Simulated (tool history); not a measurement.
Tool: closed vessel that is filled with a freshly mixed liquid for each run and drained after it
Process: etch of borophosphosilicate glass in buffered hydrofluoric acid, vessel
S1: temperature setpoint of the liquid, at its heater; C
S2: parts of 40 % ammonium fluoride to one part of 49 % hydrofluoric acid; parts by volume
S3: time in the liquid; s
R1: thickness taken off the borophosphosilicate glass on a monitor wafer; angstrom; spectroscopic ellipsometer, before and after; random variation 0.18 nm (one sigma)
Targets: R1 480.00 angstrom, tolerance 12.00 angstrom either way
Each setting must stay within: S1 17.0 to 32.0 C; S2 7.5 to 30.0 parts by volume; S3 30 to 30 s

| run | day | S1 | S2 | S3 | R1 |
|---|---|---|---|---|---|
| 1 | 0.000 | 24.0 | 21.0 | 30 | 203.92 |
| 2 | 0.221 | 26.0 | 18.0 | 30 | 262.48 |
| 3 | 0.312 | 26.0 | 18.0 | 30 | 263.43 |
| 4 | 0.421 | 26.0 | 18.0 | 30 | 261.89 |
| 5 | 0.771 | 27.5 | 16.5 | 30 | 308.74 |
| 6 | 0.867 | 28.5 | 15.5 | 30 | 349.22 |
| 7 | 1.075 | 29.5 | 15.0 | 30 | 380.15 |
| 8 | 1.121 | 30.0 | 14.5 | 30 | 403.69 |
| 9 | 1.317 | 30.5 | 14.5 | 30 | 417.79 |
| 10 | 1.654 | 32.0 | 13.0 | 30 | 499.57 |

Exactly one of the 4 candidate moves below puts every result within its allowed miss. Which one?
| A | 1.992 | 32.0 | 12.5 | 30 | ? |
| B | 1.992 | 27.5 | 10.5 | 30 | ? |
| C | 1.992 | 27.0 | 9.0 | 30 | ? |
| D | 1.992 | 31.5 | 12.0 | 30 | ? |

| move | R1 |
|---|---|
| A | 518.30 |
| B | 485.07 |
| C | 529.81 |
| D | 525.60 |
A: its largest miss is bigger than the last run's
B: in spec on every target
C: its largest miss is bigger than the last run's
D: its largest miss is bigger than the last run's
Go with B: it meets all targets.

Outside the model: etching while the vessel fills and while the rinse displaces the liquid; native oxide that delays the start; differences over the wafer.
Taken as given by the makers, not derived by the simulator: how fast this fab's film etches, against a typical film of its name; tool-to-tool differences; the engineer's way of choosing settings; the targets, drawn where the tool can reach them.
